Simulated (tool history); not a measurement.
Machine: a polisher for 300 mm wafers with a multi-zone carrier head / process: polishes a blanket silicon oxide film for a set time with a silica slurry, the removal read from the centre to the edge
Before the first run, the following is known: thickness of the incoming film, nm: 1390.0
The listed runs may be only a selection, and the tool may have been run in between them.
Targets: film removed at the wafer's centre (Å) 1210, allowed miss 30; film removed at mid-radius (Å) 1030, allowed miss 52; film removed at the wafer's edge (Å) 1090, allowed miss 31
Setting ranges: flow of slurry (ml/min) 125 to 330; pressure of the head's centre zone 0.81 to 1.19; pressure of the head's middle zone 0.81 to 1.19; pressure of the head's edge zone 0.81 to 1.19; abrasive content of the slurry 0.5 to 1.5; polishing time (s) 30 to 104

| run | hour | flow of slurry (ml/min) | pressure of the head's centre zone | pressure of the head's middle zone | pressure of the head's edge zone | abrasive content of the slurry | polishing time (s) | film removed at the wafer's centre (Å) | film removed at mid-radius (Å) | film removed at the wafer's edge (Å) |
|---|---|---|---|---|---|---|---|---|---|---|
| 1 | 0 | 210 | 1 | 1 | 1 | 1 | 67 | 1327 | 1321.9 | 1361.2 |
| 2 | 2.2 | 205 | 1.01 | 0.97 | 0.96 | 0.95 | 67 | 1267.1 | 1252.7 | 1286.5 |
| 3 | 6.2 | 200 | 1.04 | 0.93 | 0.93 | 0.9 | 67 | 1249.6 | 1156.4 | 1209.5 |
| 4 | 10 | 200 | 1.04 | 0.93 | 0.88 | 0.9 | 67 | 1272.7 | 1139.7 | 1188.6 |
| 5 | 15.3 | 200 | 1.04 | 0.93 | 0.81 | 0.9 | 67 | 1259.8 | 1141.8 | 1125.4 |
| 6 | 20 | 200 | 1.04 | 0.93 | 0.81 | 1 | 67 | 1361.9 | 1236.9 | 1232.8 |
| 7 | 21.1 | 195 | 1.04 | 0.91 | 0.81 | 0.95 | 67 | 1319.5 | 1168.3 | 1178.7 |
| 8 | 24 | 190 | 1.04 | 0.9 | 0.81 | 0.9 | 67 | 1272.4 | 1108.3 | 1142 |
| 9 | 31 | 185 | 1.04 | 0.9 | 0.81 | 0.9 | 67 | 1248.6 | 1088.9 | 1131.3 |
| 10 | 39.5 | 180 | 1.04 | 0.9 | 0.81 | 0.9 | 67 | 1232.2 | 1080.2 | 1112.8 |
| 11 | 40.1 | 175 | 1.04 | 0.89 | 0.81 | 0.9 | 67 | 1232.3 | 1077.1 | 1127.9 |
| 12 | 48.6 | 165 | 1.06 | 0.88 | 0.81 | 0.8 | 67 | 1138.4 | 981.63 | 1010.8 |
| 13 | 49.4 | 175 | 1.06 | 0.88 | 0.82 | 0.8 | 67 | 1145.8 | 979.65 | 1016.3 |
| 14 | 51.7 | 185 | 1.06 | 0.88 | 0.83 | 0.8 | 67 | 1155.5 | 976.29 | 1027.8 |
| 15 | 60.3 | 230 | 1.06 | 0.92 | 0.89 | 0.85 | 67 | 1253.2 | 1097.6 | 1150.7 |
| 16 | 63.1 | 220 | 1.06 | 0.91 | 0.88 | 0.85 | 67 | 1237.2 | 1077.2 | 1140.4 |
| 17 | 65.2 | 210 | 1.06 | 0.9 | 0.87 | 0.85 | 67 | 1235.3 | 1073.7 | 1132 |

Exercise: of the 4 proposed moves below, exactly one satisfies all targets within the stated allowed misses. Which move is it?
| A | 67.3 | 155 | 1.09 | 0.99 | 0.84 | 0.9 | 67 | ? | ? | ? |
| B | 67.3 | 245 | 1.03 | 0.81 | 0.98 | 0.9 | 65 | ? | ? | ? |
| C | 67.3 | 145 | 1.09 | 0.9 | 0.86 | 1.1 | 56 | ? | ? | ? |
| D | 67.3 | 255 | 1.1 | 0.85 | 0.86 | 0.8 | 68 | ? | ? | ? |

| move | film removed at the wafer's centre (Å) | film removed at mid-radius (Å) | film removed at the wafer's edge (Å) |
|---|---|---|---|
| A | 1256.3 | 1169.3 | 1122.8 |
| B | 1240.2 | 1025.8 | 1230.4 |
| C | 1188 | 1023.2 | 1080.3 |
| D | 1258 | 1014.3 | 1099.2 |
A: further off than the last run
B: further off than the last run
C: in spec on every target
D: the furthest-off result lands on target, but another misses its tolerance
So the answer is move C, the one that meets all the targets.
